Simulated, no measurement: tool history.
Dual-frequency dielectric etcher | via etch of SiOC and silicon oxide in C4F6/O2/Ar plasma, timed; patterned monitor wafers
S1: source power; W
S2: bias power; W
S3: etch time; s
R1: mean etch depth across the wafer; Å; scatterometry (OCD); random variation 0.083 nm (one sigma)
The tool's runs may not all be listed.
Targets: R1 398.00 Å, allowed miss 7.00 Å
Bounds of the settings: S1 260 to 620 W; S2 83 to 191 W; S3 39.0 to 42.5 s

run	hour	S1	S2	S3	R1
1	0.0	440	137	42.5	475.00
2	9.0	440	128	42.5	468.21
3	9.9	440	145	42.5	483.75
4	13.8	390	138	42.0	447.29
5	22.2	390	138	42.5	449.78
6	27.3	390	122	42.5	437.41
7	33.5	360	121	42.5	421.32
8	41.2	340	120	42.5	409.52

4 next moves are on the table. One of them brings every result within its allowed miss. Which?
A	48.9	420	96	42.5	?
B	48.9	390	112	42.5	?
C	48.9	350	123	42.0	?
D	48.9	310	135	41.5	?

move	R1
A	427.77
B	429.86
C	414.72
D	397.89
A: further off than the last run
B: further off than the last run
C: further off than the last run
D: meets every target
Move D is the one to make.
